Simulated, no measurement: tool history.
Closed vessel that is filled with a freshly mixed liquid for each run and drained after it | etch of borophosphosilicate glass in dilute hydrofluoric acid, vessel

| run | hour | temperature setpoint of the liquid (K) | parts of water to one part of 49 % hydrofluoric acid (parts by volume) | time in the liquid (s) | thickness taken off the borophosphosilicate glass on a monitor wafer (angstrom) |
|---|---|---|---|---|---|
| 1 | 0 | 298.15 | 95 | 95 | 390.8 |
| 2 | 1 | 297.15 | 95 | 95 | 382.82 |
| 3 | 8.9 | 293.65 | 95 | 95 | 330.9 |
| 4 | 10.7 | 293.15 | 95 | 95 | 321.68 |
| 5 | 19.3 | 293.15 | 120 | 95 | 251.08 |
| 6 | 22.6 | 293.15 | 90 | 95 | 344.7 |

Forecast run 7:
|  | 24.5 | hydrofluoric acid flow meter replaced |
| 7 | 24.5 | 292.65 | 90 | 95 | ? |

{"run 7": {"thickness taken off the borophosphosilicate glass on a monitor wafer (angstrom)": 358.52}}
